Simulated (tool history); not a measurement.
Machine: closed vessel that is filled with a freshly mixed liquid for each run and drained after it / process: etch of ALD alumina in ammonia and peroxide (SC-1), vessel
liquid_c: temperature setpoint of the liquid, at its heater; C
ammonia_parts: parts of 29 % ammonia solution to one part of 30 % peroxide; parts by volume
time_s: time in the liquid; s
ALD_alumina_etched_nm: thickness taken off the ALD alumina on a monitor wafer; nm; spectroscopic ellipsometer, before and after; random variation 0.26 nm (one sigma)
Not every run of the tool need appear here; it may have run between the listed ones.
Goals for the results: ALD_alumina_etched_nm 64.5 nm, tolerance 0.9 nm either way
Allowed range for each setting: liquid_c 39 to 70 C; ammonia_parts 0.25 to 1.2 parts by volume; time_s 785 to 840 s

| run | hour | liquid_c | ammonia_parts | time_s | ALD_alumina_etched_nm |
|---|---|---|---|---|---|
| 1 | 0 | 55 | 0.95 | 785 | 60.437 |
| 2 | 2 | 55 | 0.95 | 785 | 59.989 |
| 3 | 3.4 | 61 | 0.95 | 785 | 82.388 |
| 4 | 7.8 | 61 | 1.1 | 785 | 83.842 |
| 5 | 16.4 | 59.5 | 1.1 | 785 | 77.732 |
| 6 | 18.1 | 58.5 | 1.1 | 785 | 72.957 |
| 7 | 26.3 | 58 | 1.1 | 785 | 71.237 |
| 8 | 27.5 | 57.5 | 1.1 | 785 | 70.289 |
| 9 | 28.1 | 57 | 1.1 | 785 | 67.799 |
| 10 | 32.6 | 56.5 | 1.1 | 785 | 66.562 |

5 candidate next runs follow, results not yet known. Just one meets every target within its allowed miss. Identify it.
| A | 37.1 | 56 | 1.2 | 825 | ? |
| B | 37.1 | 56.5 | 0.95 | 825 | ? |
| C | 37.1 | 55 | 1.15 | 820 | ? |
| D | 37.1 | 56 | 0.85 | 830 | ? |
| E | 37.1 | 57.5 | 1 | 785 | ? |

| move | ALD_alumina_etched_nm |
|---|---|
| A | 68.094 |
| B | 68.378 |
| C | 63.935 |
| D | 66.303 |
| E | 68.896 |
A: the biggest miss grows against the last run
B: the biggest miss grows against the last run
C: every result within its allowed miss
D: better than the last run, though not everything is in spec
E: the biggest miss grows against the last run
C is the move that brings every result within its allowed miss.
